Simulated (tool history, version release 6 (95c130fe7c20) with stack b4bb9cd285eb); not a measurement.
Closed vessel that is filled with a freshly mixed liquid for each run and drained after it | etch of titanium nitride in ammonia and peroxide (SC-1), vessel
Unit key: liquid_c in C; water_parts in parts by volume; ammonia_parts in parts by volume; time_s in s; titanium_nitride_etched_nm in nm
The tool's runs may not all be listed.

{"run": 1, "hour": 0.0, "liquid_c": 57.0, "water_parts": 9.5, "ammonia_parts": 0.65, "time_s": 305, "titanium_nitride_etched_nm": 17.762}
{"run": 2, "hour": 1.4, "liquid_c": 50.0, "water_parts": 9.5, "ammonia_parts": 0.65, "time_s": 305, "titanium_nitride_etched_nm": 10.965}
{"run": 3, "hour": 4.3, "liquid_c": 53.0, "water_parts": 9.5, "ammonia_parts": 0.65, "time_s": 305, "titanium_nitride_etched_nm": 13.605}
{"run": 4, "hour": 12.1, "liquid_c": 55.5, "water_parts": 9.5, "ammonia_parts": 0.65, "time_s": 305, "titanium_nitride_etched_nm": 16.067}
{"run": 5, "hour": 14.1, "liquid_c": 48.5, "water_parts": 9.5, "ammonia_parts": 0.65, "time_s": 305, "titanium_nitride_etched_nm": 10.03}
{"run": 6, "hour": 16.5, "liquid_c": 52.0, "water_parts": 9.5, "ammonia_parts": 0.65, "time_s": 305, "titanium_nitride_etched_nm": 12.694}
{"run": 7, "hour": 21.1, "liquid_c": 52.0, "water_parts": 9.5, "ammonia_parts": 0.65, "time_s": 305, "titanium_nitride_etched_nm": 12.679}
{"run": 8, "hour": 24.9, "liquid_c": 54.5, "water_parts": 9.5, "ammonia_parts": 0.65, "time_s": 305, "titanium_nitride_etched_nm": 15.073}
{"run": 9, "hour": 27.6, "liquid_c": 56.5, "water_parts": 9.5, "ammonia_parts": 0.65, "time_s": 305, "titanium_nitride_etched_nm": 17.217}
{"run": 10, "hour": 31.7, "liquid_c": 58.0, "water_parts": 9.5, "ammonia_parts": 0.65, "time_s": 305, "titanium_nitride_etched_nm": 19.157}

What will run 11 give?
{"run": 11, "hour": 35.6, "liquid_c": 59.0, "water_parts": 9.5, "ammonia_parts": 0.65, "time_s": 305, "titanium_nitride_etched_nm": "?"}

titanium_nitride_etched_nm: 20.286 nm
